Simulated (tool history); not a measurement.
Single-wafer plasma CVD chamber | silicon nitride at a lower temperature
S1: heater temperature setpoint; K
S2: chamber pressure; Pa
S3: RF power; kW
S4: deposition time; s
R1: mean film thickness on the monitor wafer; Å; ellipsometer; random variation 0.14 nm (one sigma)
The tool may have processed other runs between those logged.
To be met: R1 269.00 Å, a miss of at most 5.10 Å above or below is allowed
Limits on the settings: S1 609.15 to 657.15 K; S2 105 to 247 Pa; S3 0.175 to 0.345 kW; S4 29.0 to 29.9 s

{"run": 1, "day": 0.0, "S1": 633.15, "S2": 176, "S3": 0.26, "S4": 29.0, "R1": 311.39}
{"run": 2, "day": 0.083, "S1": 633.15, "S2": 165, "S3": 0.255, "S4": 29.0, "R1": 304.78}
{"run": 3, "day": 0.396, "S1": 626.15, "S2": 165, "S3": 0.255, "S4": 29.0, "R1": 303.18}
{"run": 4, "day": 0.454, "S1": 626.15, "S2": 165, "S3": 0.255, "S4": 29.9, "R1": 311.64}
{"run": 5, "day": 0.721, "S1": 626.15, "S2": 165, "S3": 0.255, "S4": 29.0, "R1": 303.02}
{"run": 6, "day": 0.946, "S1": 626.15, "S2": 157, "S3": 0.25, "S4": 29.0, "R1": 292.53}
{"run": 7, "day": 1.162, "S1": 626.15, "S2": 151, "S3": 0.25, "S4": 29.0, "R1": 292.05}
{"run": 8, "day": 1.458, "S1": 626.15, "S2": 144, "S3": 0.245, "S4": 29.0, "R1": 283.5}
{"run": 9, "day": 1.638, "S1": 626.15, "S2": 117, "S3": 0.24, "S4": 29.0, "R1": 261.95}
{"run": 10, "day": 1.883, "S1": 626.15, "S2": 119, "S3": 0.24, "S4": 29.0, "R1": 261.01}
{"run": 11, "day": 2.025, "S1": 626.15, "S2": 121, "S3": 0.24, "S4": 29.0, "R1": 263.84}

Below are 4 possible settings for the next run. Only one of them brings all results inside the allowed miss of their targets. Which is it?
{"run": "A", "day": 2.167, "S1": 615.15, "S2": 105, "S3": 0.25, "S4": 29.0, "R1": "?"}
{"run": "B", "day": 2.167, "S1": 626.15, "S2": 116, "S3": 0.26, "S4": 29.9, "R1": "?"}
{"run": "C", "day": 2.167, "S1": 631.15, "S2": 124, "S3": 0.235, "S4": 29.6, "R1": "?"}
{"run": "D", "day": 2.167, "S1": 621.15, "S2": 117, "S3": 0.24, "S4": 29.0, "R1": "?"}

move=A R1=256.53
move=B R1=279.76
move=C R1=267.13
move=D R1=260.40
A: lands further from the targets than the last run did
B: takes the result that was furthest off past its target
C: in spec on every target
D: lands further from the targets than the last run did
Answer: C
